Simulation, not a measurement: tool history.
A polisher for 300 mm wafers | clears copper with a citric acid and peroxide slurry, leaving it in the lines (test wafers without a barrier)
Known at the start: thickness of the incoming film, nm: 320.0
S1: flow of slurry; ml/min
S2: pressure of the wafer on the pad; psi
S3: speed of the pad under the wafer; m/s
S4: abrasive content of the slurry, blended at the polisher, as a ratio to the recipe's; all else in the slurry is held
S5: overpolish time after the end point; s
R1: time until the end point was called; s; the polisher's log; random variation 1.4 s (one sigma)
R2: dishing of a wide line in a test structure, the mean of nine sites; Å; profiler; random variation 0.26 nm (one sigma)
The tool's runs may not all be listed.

| run | hour | S1 | S2 | S3 | S4 | S5 | R1 | R2 |
|---|---|---|---|---|---|---|---|---|
| 1 | 0.0 | 140 | 2.3 | 1.24 | 1.00 | 23 | 166.27 | 232.01 |
| 2 | 7.9 | 140 | 2.3 | 1.24 | 0.85 | 23 | 174.35 | 228.57 |
| 3 | 15.5 | 140 | 2.3 | 1.24 | 0.85 | 31 | 170.49 | 278.52 |
| 4 | 24.1 | 165 | 2.3 | 1.24 | 0.85 | 31 | 168.36 | 263.10 |
| 5 | 27.2 | 165 | 2.3 | 1.44 | 0.85 | 31 | 147.15 | 305.67 |
| 6 | 30.8 | 165 | 2.3 | 1.58 | 0.85 | 31 | 129.12 | 310.81 |
| 7 | 36.4 | 175 | 2.2 | 1.64 | 0.85 | 28 | 133.05 | 298.02 |
| 8 | 37.7 | 180 | 2.3 | 1.54 | 0.95 | 25 | 129.31 | 273.77 |
| 9 | 42.4 | 185 | 2.3 | 1.48 | 1.05 | 22 | 133.58 | 252.98 |

Forecast run 10:
| 10 | 43.8 | 190 | 2.4 | 1.46 | 0.95 | 20 | ? | ? |

{"run 10": {"R1": 131.9, "R2": 249.33}}

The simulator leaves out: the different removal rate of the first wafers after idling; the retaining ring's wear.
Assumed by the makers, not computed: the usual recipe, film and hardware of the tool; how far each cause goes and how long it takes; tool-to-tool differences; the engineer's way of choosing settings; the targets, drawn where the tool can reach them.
